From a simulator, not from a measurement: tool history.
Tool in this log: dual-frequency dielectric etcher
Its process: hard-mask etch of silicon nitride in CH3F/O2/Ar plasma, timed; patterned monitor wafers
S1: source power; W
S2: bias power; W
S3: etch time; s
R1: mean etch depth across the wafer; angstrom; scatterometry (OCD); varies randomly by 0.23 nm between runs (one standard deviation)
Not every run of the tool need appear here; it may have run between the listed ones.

{"run": 1, "hour": 0.0, "S1": 530, "S2": 99, "S3": 95, "R1": 818.53}
{"run": 2, "hour": 7.2, "S1": 530, "S2": 99, "S3": 95, "R1": 811.58}
{"run": 3, "hour": 11.5, "S1": 610, "S2": 99, "S3": 95, "R1": 869.53}
{"run": 4, "hour": 16.3, "S1": 570, "S2": 98, "S3": 95, "R1": 834.61}
{"run": 5, "hour": 17.4, "S1": 540, "S2": 97, "S3": 95, "R1": 821.2}
{"run": 6, "hour": 20.6, "S1": 540, "S2": 97, "S3": 95, "R1": 820.72}

Run 7, settings as shown, results not yet in. Your forecast:
{"run": 7, "hour": 21.5, "S1": 540, "S2": 97, "S3": 95, "R1": "?"}

{"run 7": {"R1": 816.19}}
